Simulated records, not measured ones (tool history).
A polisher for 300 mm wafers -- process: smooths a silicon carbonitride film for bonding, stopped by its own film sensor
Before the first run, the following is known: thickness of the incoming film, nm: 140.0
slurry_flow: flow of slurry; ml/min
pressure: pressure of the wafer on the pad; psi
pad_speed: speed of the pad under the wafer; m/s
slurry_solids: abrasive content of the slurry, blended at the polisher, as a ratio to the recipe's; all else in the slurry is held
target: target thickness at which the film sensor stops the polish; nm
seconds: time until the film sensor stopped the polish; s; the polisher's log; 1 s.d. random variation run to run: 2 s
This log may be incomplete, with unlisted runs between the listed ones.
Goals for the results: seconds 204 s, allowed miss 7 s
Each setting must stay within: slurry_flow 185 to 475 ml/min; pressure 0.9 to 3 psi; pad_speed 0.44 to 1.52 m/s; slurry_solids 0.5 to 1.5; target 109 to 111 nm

run    day  slurry_flow  pressure  pad_speed  slurry_solids  target  seconds
  1      0          305       1.9       0.98              1     111   157.51
  2  0.258          305       1.8       0.98              1     111   167.92
  3  0.392          360       1.8       0.98              1     111    164.7
  4  0.746          360       2.2       0.98              1     111   135.05
  5  0.825          360       2.2       1.22              1     111   115.76
  6   0.85          360       2.2       1.38              1     111   105.41
  7  1.158          360         2       1.38              1     111   116.36
  8  1.346          360       1.4       1.34              1     111   170.27
  9  1.433          360       1.2       1.34              1     111   193.21
 10  1.596          360       1.1       1.34              1     111   211.56
 11  1.842          360       1.2       1.34              1     111   195.34
 12  2.142          360       1.1       1.34              1     111   213.28
 13  2.325          360       1.2       1.34              1     111   194.02
 14  2.517          360       1.1       1.34              1     111   213.89

Below are 4 possible settings for the next run. Only one of them brings all results inside the allowed miss of their targets. Which is it?
  A  2.708          315       1.3       1.08            1.2     110        ?
  B  2.708          255         1        1.5              1     111        ?
  C  2.708          370       1.2        1.3           1.15     111        ?
  D  2.708          315       1.2       1.16           0.95     111        ?

move  seconds
   A   208.63
   B   222.67
   C   190.64
   D   225.45
A: each result inside its tolerance
B: misses by more than the last run did
C: takes the biggest miss from the last run beyond its target
D: misses by more than the last run did
Correct choice: A, which meets every target
